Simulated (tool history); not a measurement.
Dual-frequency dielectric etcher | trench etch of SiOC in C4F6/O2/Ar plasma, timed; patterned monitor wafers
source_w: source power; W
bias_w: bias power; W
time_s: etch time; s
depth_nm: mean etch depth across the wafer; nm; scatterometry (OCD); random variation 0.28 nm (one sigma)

| run | hour | source_w | bias_w | time_s | depth_nm |
|---|---|---|---|---|---|
| 1 | 0.0 | 490 | 250 | 28 | 67.373 |
| 2 | 2.5 | 530 | 255 | 28 | 70.347 |
| 3 | 9.6 | 530 | 255 | 29 | 72.699 |
| 4 | 17.8 | 530 | 270 | 29 | 74.801 |
| 5 | 21.1 | 530 | 270 | 28 | 72.122 |
| 6 | 23.1 | 530 | 270 | 28 | 72.085 |
| 7 | 28.8 | 560 | 271 | 28 | 73.543 |
| 8 | 32.0 | 660 | 279 | 28 | 78.662 |
| 9 | 35.7 | 660 | 279 | 28 | 78.488 |

Run 10 comes next. What will it give?
| 10 | 37.9 | 660 | 280 | 28 | ? |

Run 10 gave depth_nm 79.415 nm.
